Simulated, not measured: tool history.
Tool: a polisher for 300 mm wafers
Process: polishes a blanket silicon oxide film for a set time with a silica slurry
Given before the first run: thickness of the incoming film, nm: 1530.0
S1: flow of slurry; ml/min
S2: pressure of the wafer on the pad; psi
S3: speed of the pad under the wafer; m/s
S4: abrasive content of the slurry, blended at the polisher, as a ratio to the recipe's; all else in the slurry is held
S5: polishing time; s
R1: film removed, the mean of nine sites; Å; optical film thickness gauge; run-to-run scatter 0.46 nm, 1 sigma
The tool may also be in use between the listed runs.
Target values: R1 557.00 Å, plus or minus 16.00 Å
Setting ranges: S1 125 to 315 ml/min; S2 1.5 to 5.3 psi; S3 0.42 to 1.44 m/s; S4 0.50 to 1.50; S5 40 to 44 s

run  hour   S1   S2    S3    S4  S5       R1
  1   0.0  205  3.4  0.92  1.00  44  1071.40
  2   4.1  205  3.4  0.92  1.00  40   994.43
  3  12.7  170  3.4  0.92  1.00  40   965.06
  4  21.0  165  2.9  0.92  1.00  40   849.53
  5  26.0  165  3.4  0.92  1.00  40   946.28
  6  26.8  165  3.4  0.92  1.10  40  1020.70
  7  30.3  160  2.9  0.90  1.10  40   872.63
  8  36.4  155  1.9  0.82  1.10  40   604.99
  9  43.5  155  1.8  0.82  1.10  40   578.50

4 candidate next runs follow, results not yet known. Just one meets every target within its allowed miss. Identify it.
  A  50.6  160  1.5  1.06  1.05  40   ?
  B  50.6  135  1.9  0.74  1.00  40   ?
  C  50.6  155  1.8  0.78  1.05  41   ?
  D  50.6  125  2.5  0.70  0.95  41   ?

move      R1
   A  594.28
   B  511.20
   C  554.87
   D  584.02
A: the biggest miss grows against the last run
B: moves the result that the last run missed by most past its target, out the other side
C: every result within its allowed miss
D: the biggest miss grows against the last run
C meets every target.
